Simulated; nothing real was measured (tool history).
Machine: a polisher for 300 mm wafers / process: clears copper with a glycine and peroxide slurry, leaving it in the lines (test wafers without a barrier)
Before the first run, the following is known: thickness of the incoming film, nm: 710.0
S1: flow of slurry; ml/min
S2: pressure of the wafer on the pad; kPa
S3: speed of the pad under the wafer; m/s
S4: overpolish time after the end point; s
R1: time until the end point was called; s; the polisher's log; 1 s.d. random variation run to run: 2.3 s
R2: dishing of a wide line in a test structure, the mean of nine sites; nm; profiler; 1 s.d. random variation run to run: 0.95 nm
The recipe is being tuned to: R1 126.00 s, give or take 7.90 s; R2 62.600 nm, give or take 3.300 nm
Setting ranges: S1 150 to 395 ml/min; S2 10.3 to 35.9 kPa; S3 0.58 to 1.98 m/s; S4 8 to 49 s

run  hour   S1    S2    S3  S4      R1       R2
  1   0.0  250  22.8  1.28  25  110.11   92.816
  2   6.8  250  22.1  1.28  23  110.60   86.856
  3  14.4  250  22.1  1.28  32  113.31  107.060
  4  18.1  250  22.1  1.28  28  110.68   96.335
  5  23.8  250  21.4  1.28  26  112.04   88.493
  6  24.4  250  21.4  1.28  31  117.91  101.980
  7  32.3  250  16.5  1.30  19  138.94   60.677
  8  40.8  250  17.2  1.30  19  137.43   60.956

Which one of the following 5 next-run settings gets every result inside its allowed miss? There is exactly one.
  A  49.3  205  18.6  1.36  18   ?   ?
  B  49.3  240  17.2  1.22  20   ?   ?
  C  49.3  280  15.2  1.34  19   ?   ?
  D  49.3  225  16.5  1.16  20   ?   ?
  E  49.3  300  14.5  1.32  22   ?   ?

move      R1      R2
   A  125.59  65.071
   B  144.04  63.362
   C  146.48  59.421
   D  156.16  59.282
   E  153.15  64.385
A: meets every target
B: moves away from the targets compared with the last run
C: moves away from the targets compared with the last run
D: moves away from the targets compared with the last run
E: moves away from the targets compared with the last run
A is the move that brings every result within its allowed miss.
